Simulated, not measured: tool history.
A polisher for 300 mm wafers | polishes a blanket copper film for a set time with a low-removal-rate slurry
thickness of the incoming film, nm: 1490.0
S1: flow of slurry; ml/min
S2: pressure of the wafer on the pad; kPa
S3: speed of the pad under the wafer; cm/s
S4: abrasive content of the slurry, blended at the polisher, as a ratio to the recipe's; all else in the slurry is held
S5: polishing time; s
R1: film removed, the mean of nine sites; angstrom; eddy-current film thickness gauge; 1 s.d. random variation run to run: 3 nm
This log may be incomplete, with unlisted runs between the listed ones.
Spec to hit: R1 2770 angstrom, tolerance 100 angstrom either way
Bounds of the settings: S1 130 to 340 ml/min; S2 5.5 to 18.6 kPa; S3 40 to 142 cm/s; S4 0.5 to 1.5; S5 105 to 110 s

| run | hour | S1 | S2 | S3 | S4 | S5 | R1 |
|---|---|---|---|---|---|---|---|
| 1 | 0 | 220 | 11.7 | 90 | 1 | 105 | 1977.9 |
| 2 | 4.2 | 220 | 10.3 | 90 | 1 | 105 | 1780.3 |
| 3 | 5.7 | 220 | 11 | 90 | 1 | 105 | 1890.5 |
| 4 | 6.7 | 220 | 11.7 | 90 | 1 | 105 | 1994.1 |
| 5 | 13.1 | 220 | 11.7 | 70 | 1 | 105 | 1573.4 |
| 6 | 16.6 | 220 | 12.4 | 70 | 1 | 105 | 1649.2 |
| 7 | 22.3 | 220 | 13.1 | 70 | 1 | 105 | 1684.6 |
| 8 | 26.2 | 220 | 13.8 | 72 | 1 | 105 | 1866.2 |

Which of these 5 next moves meets every target?
| A | 30.1 | 185 | 9.7 | 54 | 0.95 | 105 | ? |
| B | 30.1 | 160 | 18.6 | 82 | 1 | 110 | ? |
| C | 30.1 | 295 | 15.9 | 112 | 1.2 | 110 | ? |
| D | 30.1 | 240 | 11 | 72 | 1.15 | 105 | ? |
| E | 30.1 | 235 | 9 | 78 | 1.05 | 109 | ? |

| move | R1 |
|---|---|
| A | 1018.9 |
| B | 2780.3 |
| C | 3604.1 |
| D | 1597.7 |
| E | 1481.5 |
A: further off than the last run
B: every result lands within tolerance
C: carries the result that was furthest off beyond its target, to the other side
D: further off than the last run
E: further off than the last run
B is the move that brings every result within its allowed miss.
